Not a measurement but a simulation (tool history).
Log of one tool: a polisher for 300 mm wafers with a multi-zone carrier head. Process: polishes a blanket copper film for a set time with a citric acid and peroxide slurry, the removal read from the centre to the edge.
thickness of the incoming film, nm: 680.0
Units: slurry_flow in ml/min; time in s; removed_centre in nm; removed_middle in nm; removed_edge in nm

run	day	slurry_flow	centre_zone	middle_zone	edge_zone	slurry_solids	time	removed_centre	removed_middle	removed_edge
1	0.000	255	1.00	1.00	1.00	1.00	59	79.856	75.825	76.189
2	0.175	280	1.00	1.00	1.00	1.00	59	80.413	76.669	76.981
3	0.317	275	0.98	0.98	1.02	1.00	59	79.224	77.881	78.691
4	0.404	275	0.98	0.98	1.07	1.00	59	78.436	77.350	80.815
5	0.696	275	0.98	0.98	1.00	1.00	59	78.988	76.557	78.164
6	1.046	310	0.98	0.98	1.00	1.00	59	79.889	77.727	78.343
7	1.404	300	0.97	0.96	1.02	0.95	59	78.163	73.327	78.882
# day 1.446: edge zone pressure recalibrated
8	1.446	300	0.97	0.96	1.02	0.95	59	77.710	75.132	84.825
9	1.617	290	0.96	0.95	1.01	0.95	59	76.849	73.712	82.538
10	1.912	285	0.95	0.95	1.00	0.95	59	75.017	73.435	80.618

The next listed run, before its measurement:
11	1.942	275	0.94	0.94	1.00	0.95	59	?	?	?

Run 11 gave removed_centre 75.283 nm, removed_middle 73.050 nm, removed_edge 80.263 nm.
